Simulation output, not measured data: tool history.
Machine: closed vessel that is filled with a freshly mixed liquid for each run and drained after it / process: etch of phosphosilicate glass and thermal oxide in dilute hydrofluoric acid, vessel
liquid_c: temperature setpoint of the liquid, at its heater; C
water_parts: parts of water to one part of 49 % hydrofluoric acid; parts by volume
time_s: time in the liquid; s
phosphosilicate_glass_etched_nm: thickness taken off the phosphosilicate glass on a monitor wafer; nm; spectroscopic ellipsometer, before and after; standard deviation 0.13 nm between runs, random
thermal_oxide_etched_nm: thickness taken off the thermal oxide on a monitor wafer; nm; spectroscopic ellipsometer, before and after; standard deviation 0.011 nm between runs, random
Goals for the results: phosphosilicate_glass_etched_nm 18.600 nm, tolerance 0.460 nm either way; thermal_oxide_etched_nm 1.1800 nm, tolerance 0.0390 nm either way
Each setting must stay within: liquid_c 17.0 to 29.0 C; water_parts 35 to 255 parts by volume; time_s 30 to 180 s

run    day  liquid_c  water_parts  time_s  phosphosilicate_glass_etched_nm  thermal_oxide_etched_nm
  1  0.000      21.0          145      90                           36.184                   2.2677
  2  0.062      21.0          145      70                           28.279                   1.7938
  3  0.217      20.0          150      70                           25.652                   1.6383
  4  0.483      19.5          155      70                           24.466                   1.5453
  5  0.729      19.0          160      70                           23.055                   1.4534
  6  0.850      19.0          130      70                           29.907                   1.8297
  7  1.096      18.5          140      70                           26.720                   1.6783
  8  1.179      18.0          145      70                           24.721                   1.5797
  9  1.350      18.0          150      70                           23.677                   1.5298

Pick the move, out of 4, that brings all results within their allowed miss; only one does.
  A  1.521      19.5          130      40                                ?                        ?
  B  1.521      18.0          160      55                                ?                        ?
  C  1.521      17.0          170      60                                ?                        ?
  D  1.521      17.0          170      65                                ?                        ?

move  phosphosilicate_glass_etched_nm  thermal_oxide_etched_nm
   A                           17.334                   1.1034
   B                           17.678                   1.1253
   C                           17.264                   1.0990
   D                           18.703                   1.1905
A: moves the result that the last run missed by most past its target, out the other side
B: moves the result that the last run missed by most past its target, out the other side
C: moves the result that the last run missed by most past its target, out the other side
D: all results land within tolerance of their targets
Go with D: it meets all targets.

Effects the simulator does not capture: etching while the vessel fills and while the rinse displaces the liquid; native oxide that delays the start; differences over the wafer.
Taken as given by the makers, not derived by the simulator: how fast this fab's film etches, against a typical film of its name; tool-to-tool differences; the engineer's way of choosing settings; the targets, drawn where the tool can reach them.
